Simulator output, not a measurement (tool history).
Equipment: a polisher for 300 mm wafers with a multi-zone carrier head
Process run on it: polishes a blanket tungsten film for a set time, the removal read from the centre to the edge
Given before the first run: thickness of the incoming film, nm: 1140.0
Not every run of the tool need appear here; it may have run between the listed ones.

| run | day | flow of slurry (ml/min) | pressure of the head's centre zone | pressure of the head's middle zone | pressure of the head's edge zone | abrasive content of the slurry | polishing time (s) | film removed at the wafer's centre (angstrom) | film removed at mid-radius (angstrom) | film removed at the wafer's edge (angstrom) |
|---|---|---|---|---|---|---|---|---|---|---|
| 1 | 0 | 235 | 1 | 1 | 1 | 1 | 71 | 3265.6 | 3251.1 | 3360.4 |
| 2 | 0.092 | 230 | 1 | 0.97 | 0.99 | 0.9 | 66 | 2954.9 | 2923.4 | 3005.3 |
| 3 | 0.258 | 230 | 1 | 0.88 | 0.99 | 0.9 | 66 | 3000.7 | 2664.3 | 3011 |
| 4 | 0.317 | 225 | 1 | 0.87 | 0.99 | 0.85 | 62 | 2722.1 | 2449.4 | 2759.5 |
| 5 | 0.442 | 220 | 1.01 | 0.86 | 0.99 | 0.8 | 59 | 2612.5 | 2241.6 | 2637.2 |
| 6 | 0.696 | 200 | 1.01 | 0.86 | 0.99 | 0.8 | 59 | 2593.9 | 2216.7 | 2599.6 |
| 7 | 0.988 | 195 | 1.01 | 0.85 | 0.97 | 0.75 | 57 | 2362.6 | 2092.9 | 2478.1 |
| 8 | 1.333 | 200 | 1.03 | 0.85 | 0.95 | 0.7 | 54 | 2328.3 | 1978.9 | 2247.6 |
| 9 | 1.612 | 195 | 1.03 | 0.84 | 0.94 | 0.65 | 53 | 2224.8 | 1906.9 | 2153.4 |
| 10 | 1.671 | 190 | 1.03 | 0.84 | 0.94 | 0.65 | 52 | 2182.7 | 1823.8 | 2136.2 |
| 11 | 1.912 | 185 | 1.03 | 0.84 | 0.93 | 0.65 | 52 | 2197.1 | 1823.9 | 2098.4 |
| 12 | 2.154 | 180 | 1.02 | 0.84 | 0.92 | 0.65 | 52 | 2198.5 | 1840.1 | 2110 |
| 13 | 2.192 | 180 | 1.02 | 0.84 | 0.91 | 0.65 | 51 | 2087.6 | 1812.9 | 2056.7 |
| 14 | 2.542 | 175 | 1.02 | 0.84 | 0.91 | 0.65 | 50 | 2076 | 1747.6 | 1989.5 |
| 15 | 2.812 | 170 | 1.02 | 0.84 | 0.9 | 0.65 | 50 | 2006.6 | 1711.6 | 2021.9 |
| 16 | 2.967 | 170 | 1.02 | 0.84 | 0.89 | 0.65 | 50 | 2020 | 1699.4 | 1972 |

For run 17, what comes out?
| 17 | 3.062 | 170 | 1.02 | 0.84 | 0.88 | 0.65 | 50 | ? | ? | ? |

{"run 17": {"film removed at the wafer's centre (angstrom)": 2023.9, "film removed at mid-radius (angstrom)": 1740.8, "film removed at the wafer's edge (angstrom)": 1952}}
